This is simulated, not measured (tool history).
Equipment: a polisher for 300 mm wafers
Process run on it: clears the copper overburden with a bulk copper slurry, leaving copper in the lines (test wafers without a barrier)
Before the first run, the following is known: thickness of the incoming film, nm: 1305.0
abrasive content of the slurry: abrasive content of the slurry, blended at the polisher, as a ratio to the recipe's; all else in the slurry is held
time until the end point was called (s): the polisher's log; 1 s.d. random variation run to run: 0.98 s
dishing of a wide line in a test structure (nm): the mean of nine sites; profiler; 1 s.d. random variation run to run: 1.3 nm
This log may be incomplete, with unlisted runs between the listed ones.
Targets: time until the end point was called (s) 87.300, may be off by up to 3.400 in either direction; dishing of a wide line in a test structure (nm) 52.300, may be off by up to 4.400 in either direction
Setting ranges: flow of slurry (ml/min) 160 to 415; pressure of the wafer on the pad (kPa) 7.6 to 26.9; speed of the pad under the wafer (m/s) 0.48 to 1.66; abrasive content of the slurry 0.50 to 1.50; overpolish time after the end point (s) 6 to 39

run	hour	flow of slurry (ml/min)	pressure of the wafer on the pad (kPa)	speed of the pad under the wafer (m/s)	abrasive content of the slurry	overpolish time after the end point (s)	time until the end point was called (s)	dishing of a wide line in a test structure (nm)
1	0.0	265	17.2	1.06	1.00	20	131.960	50.276
2	8.3	265	13.1	1.06	1.00	20	174.020	45.088
3	12.1	265	15.9	1.08	1.00	17	140.910	46.144
4	19.5	335	15.9	1.08	1.00	17	139.720	47.930
5	26.0	335	15.9	1.08	1.00	24	139.700	52.002
6	29.1	330	17.9	1.10	1.00	21	123.200	54.248
7	32.4	320	19.3	1.12	1.00	17	110.750	52.992
8	40.3	315	23.4	1.14	1.00	9	90.782	47.491
9	46.1	315	23.4	1.14	1.00	10	91.639	48.139
10	54.7	315	23.4	1.14	1.00	11	92.411	51.783

Exercise: of the 5 proposed moves below, exactly one satisfies all targets within the stated allowed misses. Which move is it?
A	63.3	330	22.8	1.14	0.90	16	?	?
B	63.3	260	24.8	1.02	0.90	12	?	?
C	63.3	375	24.8	1.16	0.95	11	?	?
D	63.3	305	20.7	1.28	1.05	14	?	?
E	63.3	245	22.1	1.26	0.90	7	?	?

move	time until the end point was called (s)	dishing of a wide line in a test structure (nm)
A	98.087	54.929
B	98.179	51.902
C	87.241	52.373
D	96.818	52.881
E	96.804	41.557
A: its largest miss is bigger than the last run's
B: its largest miss is bigger than the last run's
C: all results land within tolerance of their targets
D: its largest miss is bigger than the last run's
E: its largest miss is bigger than the last run's
Answer: C
